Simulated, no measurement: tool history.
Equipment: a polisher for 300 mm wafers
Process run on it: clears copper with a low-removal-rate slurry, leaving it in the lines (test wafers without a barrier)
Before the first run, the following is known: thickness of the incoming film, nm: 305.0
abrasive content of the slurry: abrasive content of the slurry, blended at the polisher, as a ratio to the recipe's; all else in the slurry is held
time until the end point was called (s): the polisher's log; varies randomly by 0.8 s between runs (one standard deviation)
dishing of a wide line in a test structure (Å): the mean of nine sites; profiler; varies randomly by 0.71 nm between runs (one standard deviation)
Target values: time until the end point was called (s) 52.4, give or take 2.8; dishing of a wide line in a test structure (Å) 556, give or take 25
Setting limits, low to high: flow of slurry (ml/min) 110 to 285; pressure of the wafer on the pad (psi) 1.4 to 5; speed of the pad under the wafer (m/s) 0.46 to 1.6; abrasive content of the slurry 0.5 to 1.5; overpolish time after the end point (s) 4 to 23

run	day	flow of slurry (ml/min)	pressure of the wafer on the pad (psi)	speed of the pad under the wafer (m/s)	abrasive content of the slurry	overpolish time after the end point (s)	time until the end point was called (s)	dishing of a wide line in a test structure (Å)
1	0	180	3.2	1.02	1	12	74.265	328.68
2	0.279	180	3.6	1.02	1	13	65.833	396.27
3	0.483	180	3.6	1.02	1	15	65.581	434.25
4	0.562	180	4.1	1.02	1	15	57.979	494.35
5	0.729	145	4.1	1.02	1	15	60.292	470.35
# day 0.9: head pressure recalibrated
6	0.9	145	4.1	0.88	1	15	77.18	386.84
7	0.992	180	4.3	0.88	1	15	69.839	415.61
8	1.075	185	4.5	0.9	1	15	66.404	437.52
9	1.242	185	4.7	0.94	1	15	60.612	467.33

Pick the move, out of 5, that brings all results within their allowed miss; only one does.
A	1.408	210	5	1.18	0.95	15	?	?
B	1.408	235	5	1.14	1.05	14	?	?
C	1.408	155	3.6	1.42	1.15	16	?	?
D	1.408	185	4.9	1.16	1.05	12	?	?
E	1.408	185	3.9	0.9	1.45	15	?	?

move	time until the end point was called (s)	dishing of a wide line in a test structure (Å)
A	44.783	601.05
B	45.028	566.16
C	52.095	547.59
D	46.469	485.18
E	70.449	406.95
A: moves the result that the last run missed by most past its target, out the other side
B: meets the target for the result that was furthest off, but another lies outside its allowed miss
C: hits every target within its allowed miss
D: closer than the last run, but not yet in spec
E: further off than the last run
So the answer is move C, the one that meets all the targets.
